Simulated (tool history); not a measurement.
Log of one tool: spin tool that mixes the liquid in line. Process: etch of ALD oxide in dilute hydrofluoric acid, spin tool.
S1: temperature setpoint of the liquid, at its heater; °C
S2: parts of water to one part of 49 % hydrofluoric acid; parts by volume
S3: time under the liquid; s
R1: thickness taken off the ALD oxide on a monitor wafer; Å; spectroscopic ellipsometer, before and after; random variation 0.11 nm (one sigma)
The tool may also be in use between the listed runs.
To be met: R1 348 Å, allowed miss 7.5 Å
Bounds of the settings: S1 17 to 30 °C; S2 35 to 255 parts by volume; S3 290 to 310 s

run	day	S1	S2	S3	R1
1	0	22	145	290	390.58
2	0.033	22	145	310	417.83
3	0.208	21	145	310	403.35
4	0.246	20.5	145	310	396.12
5	0.271	23.5	145	310	444.09
6	0.396	22	145	310	417.76
7	0.446	21	145	310	403.44
8	0.496	20.5	145	310	397.35
9	0.875	20	145	310	386.35

5 next moves are on the table. One of them brings every result within its allowed miss. Which?
A	1.254	18	145	290	?
B	1.254	17	140	290	?
C	1.254	18.5	145	310	?
D	1.254	20.5	160	305	?
E	1.254	20	155	290	?

move	R1
A	335.18
B	334.88
C	365.65
D	347.74
E	336.37
A: takes the result that was furthest off past its target
B: takes the result that was furthest off past its target
C: nearer than the last run, and not there yet
D: meets every target
E: takes the result that was furthest off past its target
Answer: D

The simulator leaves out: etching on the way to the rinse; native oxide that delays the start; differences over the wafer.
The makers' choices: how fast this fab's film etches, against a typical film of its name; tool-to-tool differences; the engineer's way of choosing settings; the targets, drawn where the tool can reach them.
